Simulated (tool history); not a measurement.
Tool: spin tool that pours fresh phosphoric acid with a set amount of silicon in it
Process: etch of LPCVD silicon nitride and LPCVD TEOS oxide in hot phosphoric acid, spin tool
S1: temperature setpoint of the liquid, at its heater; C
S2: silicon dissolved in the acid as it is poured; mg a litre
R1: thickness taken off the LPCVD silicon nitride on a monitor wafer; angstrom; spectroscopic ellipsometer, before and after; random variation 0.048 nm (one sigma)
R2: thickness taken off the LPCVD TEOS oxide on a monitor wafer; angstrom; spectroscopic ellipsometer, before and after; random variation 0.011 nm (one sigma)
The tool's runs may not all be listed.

run 1 hour=0 | S1=162 S2=8.5 time_under_the_liquid_(s)=180 | R1=144.14 R2=10.92
run 2 hour=7.8 | S1=161 S2=8 time_under_the_liquid_(s)=135 | R1=105.23 R2=8.4488
run 3 hour=9.6 | S1=161 S2=8 time_under_the_liquid_(s)=185 | R1=143.03 R2=11.37
run 4 hour=17.5 | S1=160 S2=10 time_under_the_liquid_(s)=145 | R1=109.9 R2=7.7986
run 5 hour=21.3 | S1=159.5 S2=10 time_under_the_liquid_(s)=115 | R1=84.753 R2=6.0968
run 6 hour=27.4 | S1=160.5 S2=10 time_under_the_liquid_(s)=115 | R1=88.976 R2=6.5488
run 7 hour=34.6 | S1=160 S2=10.5 time_under_the_liquid_(s)=100 | R1=76.615 R2=5.2968

The next listed run, before its measurement:
run 8 hour=41.2 | S1=159.5 S2=10.5 time_under_the_liquid_(s)=90 | R1=? R2=?

{"run 8": {"R1": 66.579, "R2": 4.6527}}
